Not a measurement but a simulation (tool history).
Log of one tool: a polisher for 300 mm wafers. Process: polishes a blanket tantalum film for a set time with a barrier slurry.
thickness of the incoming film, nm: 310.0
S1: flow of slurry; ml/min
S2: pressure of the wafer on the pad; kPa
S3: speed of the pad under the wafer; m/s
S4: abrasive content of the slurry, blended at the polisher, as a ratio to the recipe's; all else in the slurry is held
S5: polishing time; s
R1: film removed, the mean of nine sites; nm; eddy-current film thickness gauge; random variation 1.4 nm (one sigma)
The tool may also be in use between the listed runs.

{"run": 1, "day": 0.0, "S1": 270, "S2": 15.9, "S3": 1.04, "S4": 1.0, "S5": 76, "R1": 143.62}
{"run": 2, "day": 0.054, "S1": 270, "S2": 15.9, "S3": 1.04, "S4": 1.0, "S5": 76, "R1": 144.03}
{"run": 3, "day": 0.312, "S1": 275, "S2": 16.5, "S3": 1.04, "S4": 1.0, "S5": 76, "R1": 149.28}
{"run": 4, "day": 0.521, "S1": 275, "S2": 16.5, "S3": 1.16, "S4": 1.0, "S5": 76, "R1": 164.85}
{"run": 5, "day": 0.854, "S1": 275, "S2": 17.2, "S3": 1.16, "S4": 1.0, "S5": 76, "R1": 172.55}
{"run": 6, "day": 0.896, "S1": 275, "S2": 15.2, "S3": 1.16, "S4": 1.0, "S5": 76, "R1": 150.91}

Run 7 comes next. What will it give?
{"run": 7, "day": 1.104, "S1": 300, "S2": 19.3, "S3": 1.16, "S4": 1.0, "S5": 76, "R1": "?"}

{"run 7": {"R1": 193.07}}
